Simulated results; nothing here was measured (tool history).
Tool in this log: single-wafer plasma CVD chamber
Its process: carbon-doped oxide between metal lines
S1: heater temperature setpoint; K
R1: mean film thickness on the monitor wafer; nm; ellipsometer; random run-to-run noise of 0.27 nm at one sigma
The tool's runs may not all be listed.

run 1 day=0 | S1=598.15 chamber_pressure_(Torr)=5.09 RF_power_(kW)=0.61 deposition_time_(s)=16.5 | R1=103.45
run 2 day=0.112 | S1=598.15 chamber_pressure_(Torr)=4.47 RF_power_(kW)=0.61 deposition_time_(s)=16.5 | R1=102.71
run 3 day=0.238 | S1=602.15 chamber_pressure_(Torr)=4.32 RF_power_(kW)=0.565 deposition_time_(s)=16.3 | R1=92.644
run 4 day=0.321 | S1=602.15 chamber_pressure_(Torr)=4.83 RF_power_(kW)=0.565 deposition_time_(s)=16.3 | R1=93.857
run 5 day=0.558 | S1=606.15 chamber_pressure_(Torr)=4.63 RF_power_(kW)=0.55 deposition_time_(s)=16.3 | R1=89.912
run 6 day=0.892 | S1=606.15 chamber_pressure_(Torr)=4.63 RF_power_(kW)=0.51 deposition_time_(s)=16.3 | R1=83.707
run 7 day=1.246 | S1=609.15 chamber_pressure_(Torr)=4.49 RF_power_(kW)=0.505 deposition_time_(s)=16.3 | R1=81.479
run 8 day=1.425 | S1=612.15 chamber_pressure_(Torr)=4.44 RF_power_(kW)=0.505 deposition_time_(s)=16.3 | R1=80.536
run 9 day=1.633 | S1=614.15 chamber_pressure_(Torr)=4.38 RF_power_(kW)=0.505 deposition_time_(s)=16.3 | R1=79.792
run 10 day=1.729 | S1=616.15 chamber_pressure_(Torr)=4.31 RF_power_(kW)=0.505 deposition_time_(s)=16.3 | R1=79.627
run 11 day=1.912 | S1=620.15 chamber_pressure_(Torr)=3.62 RF_power_(kW)=0.48 deposition_time_(s)=16.3 | R1=73.171
run 12 day=1.958 | S1=618.15 chamber_pressure_(Torr)=3.66 RF_power_(kW)=0.48 deposition_time_(s)=16.3 | R1=73.64
run 13 day=2.167 | S1=617.15 chamber_pressure_(Torr)=3.69 RF_power_(kW)=0.48 deposition_time_(s)=16.3 | R1=73.87

Estimate the outcome of run 14 from the log above:
run 14 day=2.367 | S1=616.15 chamber_pressure_(Torr)=3.72 RF_power_(kW)=0.48 deposition_time_(s)=16.3 | R1=?

R1: 74.37 nm
